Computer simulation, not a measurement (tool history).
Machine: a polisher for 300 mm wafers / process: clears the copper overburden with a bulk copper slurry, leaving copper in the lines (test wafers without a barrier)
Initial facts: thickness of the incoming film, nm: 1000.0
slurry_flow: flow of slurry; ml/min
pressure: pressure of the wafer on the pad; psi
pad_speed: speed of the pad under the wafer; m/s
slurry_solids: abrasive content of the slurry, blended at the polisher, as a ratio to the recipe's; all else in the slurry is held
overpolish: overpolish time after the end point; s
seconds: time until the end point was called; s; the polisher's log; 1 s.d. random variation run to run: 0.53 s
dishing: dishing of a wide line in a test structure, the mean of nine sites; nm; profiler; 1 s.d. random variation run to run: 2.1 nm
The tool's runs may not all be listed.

run 1 hour=0 | slurry_flow=255 pressure=2.7 pad_speed=1.32 slurry_solids=1 overpolish=24 | seconds=77.795 dishing=128.35
run 2 hour=2 | slurry_flow=255 pressure=2.7 pad_speed=1.56 slurry_solids=1 overpolish=24 | seconds=67.541 dishing=140.74
run 3 hour=9.6 | slurry_flow=255 pressure=3 pad_speed=1.58 slurry_solids=1 overpolish=23 | seconds=58.428 dishing=148.59
run 4 hour=17.9 | slurry_flow=255 pressure=3 pad_speed=1.58 slurry_solids=1 overpolish=26 | seconds=59.014 dishing=158.44
run 5 hour=23.7 | slurry_flow=255 pressure=3 pad_speed=1.26 slurry_solids=1 overpolish=26 | seconds=74.455 dishing=141.2
run 6 hour=25 | slurry_flow=255 pressure=2.4 pad_speed=1.26 slurry_solids=1 overpolish=26 | seconds=94.228 dishing=121.25
run 7 hour=30.2 | slurry_flow=255 pressure=2.7 pad_speed=1.32 slurry_solids=1 overpolish=25 | seconds=79.684 dishing=131.05
run 8 hour=31.6 | slurry_flow=255 pressure=3 pad_speed=1.36 slurry_solids=1 overpolish=24 | seconds=69.336 dishing=141.72
run 9 hour=33.2 | slurry_flow=255 pressure=3.2 pad_speed=1.4 slurry_solids=1 overpolish=23 | seconds=62.596 dishing=149.28
run 10 hour=38.9 | slurry_flow=255 pressure=3.4 pad_speed=1.44 slurry_solids=1 overpolish=22 | seconds=57.476 dishing=150.32
run 11 hour=42 | slurry_flow=255 pressure=3.5 pad_speed=1.48 slurry_solids=1 overpolish=22 | seconds=54.039 dishing=154.1
run 12 hour=43.8 | slurry_flow=255 pressure=3.6 pad_speed=1.52 slurry_solids=1 overpolish=22 | seconds=52.485 dishing=159.97
run 13 hour=52.4 | slurry_flow=255 pressure=3.7 pad_speed=1.56 slurry_solids=1 overpolish=22 | seconds=50.65 dishing=164.27

For run 14, what comes out?
run 14 hour=60.2 | slurry_flow=255 pressure=3.8 pad_speed=1.62 slurry_solids=1 overpolish=22 | seconds=? dishing=?

{"run 14": {"seconds": 47.563, "dishing": 167.42}}

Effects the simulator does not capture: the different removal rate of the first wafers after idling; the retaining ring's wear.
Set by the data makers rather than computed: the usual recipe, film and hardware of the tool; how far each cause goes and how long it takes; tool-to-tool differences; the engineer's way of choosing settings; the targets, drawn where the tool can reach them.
